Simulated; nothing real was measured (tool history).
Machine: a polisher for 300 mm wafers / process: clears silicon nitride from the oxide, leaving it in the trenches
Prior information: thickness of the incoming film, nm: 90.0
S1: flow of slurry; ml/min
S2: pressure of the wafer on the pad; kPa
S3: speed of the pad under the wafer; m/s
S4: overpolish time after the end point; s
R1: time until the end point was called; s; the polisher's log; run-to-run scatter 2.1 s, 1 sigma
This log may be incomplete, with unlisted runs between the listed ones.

| run | hour | S1 | S2 | S3 | S4 | R1 |
|---|---|---|---|---|---|---|
| 1 | 0 | 215 | 20 | 0.84 | 5 | 109.2 |
| 2 | 5.9 | 215 | 20 | 0.84 | 4 | 107.31 |
| 3 | 9.9 | 215 | 20 | 0.94 | 4 | 96.436 |
| 4 | 14.2 | 215 | 18.6 | 0.94 | 4 | 100.36 |
| 5 | 14.8 | 215 | 17.2 | 0.94 | 4 | 107.83 |
| 6 | 23.8 | 215 | 16.5 | 0.94 | 4 | 106.72 |

Forecast run 7:
| 7 | 27 | 215 | 15.9 | 0.92 | 4 | ? |

R1: 112.31 s
